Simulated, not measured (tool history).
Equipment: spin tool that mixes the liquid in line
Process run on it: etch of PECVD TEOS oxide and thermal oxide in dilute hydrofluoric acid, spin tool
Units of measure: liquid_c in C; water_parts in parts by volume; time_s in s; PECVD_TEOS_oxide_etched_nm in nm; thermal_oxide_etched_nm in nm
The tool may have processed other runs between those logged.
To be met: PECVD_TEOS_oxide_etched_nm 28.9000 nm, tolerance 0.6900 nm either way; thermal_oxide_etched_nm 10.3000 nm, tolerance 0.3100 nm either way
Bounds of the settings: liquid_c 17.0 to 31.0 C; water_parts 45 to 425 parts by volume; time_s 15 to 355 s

{"run": 1, "hour": 0.0, "liquid_c": 23.0, "water_parts": 235, "time_s": 180, "PECVD_TEOS_oxide_etched_nm": 8.9617, "thermal_oxide_etched_nm": 3.1101}
{"run": 2, "hour": 8.5, "liquid_c": 25.5, "water_parts": 235, "time_s": 180, "PECVD_TEOS_oxide_etched_nm": 9.715, "thermal_oxide_etched_nm": 3.458}
{"run": 3, "hour": 9.8, "liquid_c": 25.5, "water_parts": 165, "time_s": 180, "PECVD_TEOS_oxide_etched_nm": 15.024, "thermal_oxide_etched_nm": 5.4703}
{"run": 4, "hour": 13.3, "liquid_c": 25.5, "water_parts": 245, "time_s": 180, "PECVD_TEOS_oxide_etched_nm": 9.2681, "thermal_oxide_etched_nm": 3.2635}
{"run": 5, "hour": 15.8, "liquid_c": 25.5, "water_parts": 170, "time_s": 180, "PECVD_TEOS_oxide_etched_nm": 14.519, "thermal_oxide_etched_nm": 5.1909}
{"hour": 20.3, "done": "thermometer replaced"}
{"run": 6, "hour": 20.3, "liquid_c": 25.5, "water_parts": 170, "time_s": 205, "PECVD_TEOS_oxide_etched_nm": 15.098, "thermal_oxide_etched_nm": 5.2659}
{"run": 7, "hour": 28.8, "liquid_c": 26.0, "water_parts": 155, "time_s": 205, "PECVD_TEOS_oxide_etched_nm": 17.201, "thermal_oxide_etched_nm": 6.1473}
{"run": 8, "hour": 31.7, "liquid_c": 26.5, "water_parts": 145, "time_s": 210, "PECVD_TEOS_oxide_etched_nm": 19.334, "thermal_oxide_etched_nm": 6.829}
{"run": 9, "hour": 35.1, "liquid_c": 27.0, "water_parts": 140, "time_s": 210, "PECVD_TEOS_oxide_etched_nm": 20.549, "thermal_oxide_etched_nm": 7.3168}
{"run": 10, "hour": 39.4, "liquid_c": 27.5, "water_parts": 135, "time_s": 210, "PECVD_TEOS_oxide_etched_nm": 21.912, "thermal_oxide_etched_nm": 7.7508}
{"run": 11, "hour": 45.7, "liquid_c": 28.0, "water_parts": 130, "time_s": 210, "PECVD_TEOS_oxide_etched_nm": 23.484, "thermal_oxide_etched_nm": 8.3884}

5 next moves are on the table. One of them brings every result within its allowed miss. Which?
{"run": "A", "hour": 52.0, "liquid_c": 27.5, "water_parts": 95, "time_s": 195, "PECVD_TEOS_oxide_etched_nm": "?", "thermal_oxide_etched_nm": "?"}
{"run": "B", "hour": 52.0, "liquid_c": 27.0, "water_parts": 100, "time_s": 215, "PECVD_TEOS_oxide_etched_nm": "?", "thermal_oxide_etched_nm": "?"}
{"run": "C", "hour": 52.0, "liquid_c": 29.5, "water_parts": 120, "time_s": 255, "PECVD_TEOS_oxide_etched_nm": "?", "thermal_oxide_etched_nm": "?"}
{"run": "D", "hour": 52.0, "liquid_c": 28.0, "water_parts": 125, "time_s": 250, "PECVD_TEOS_oxide_etched_nm": "?", "thermal_oxide_etched_nm": "?"}
{"run": "E", "hour": 52.0, "liquid_c": 28.5, "water_parts": 120, "time_s": 245, "PECVD_TEOS_oxide_etched_nm": "?", "thermal_oxide_etched_nm": "?"}

move=A PECVD_TEOS_oxide_etched_nm=30.3700 thermal_oxide_etched_nm=10.7630
move=B PECVD_TEOS_oxide_etched_nm=30.9960 thermal_oxide_etched_nm=10.9850
move=C PECVD_TEOS_oxide_etched_nm=32.7840 thermal_oxide_etched_nm=11.6180
move=D PECVD_TEOS_oxide_etched_nm=28.9870 thermal_oxide_etched_nm=10.2730
move=E PECVD_TEOS_oxide_etched_nm=30.3480 thermal_oxide_etched_nm=10.7550
A: takes the result that was furthest off past its target
B: takes the result that was furthest off past its target
C: takes the result that was furthest off past its target
D: meets every target
E: takes the result that was furthest off past its target
Go with D: it meets all targets.
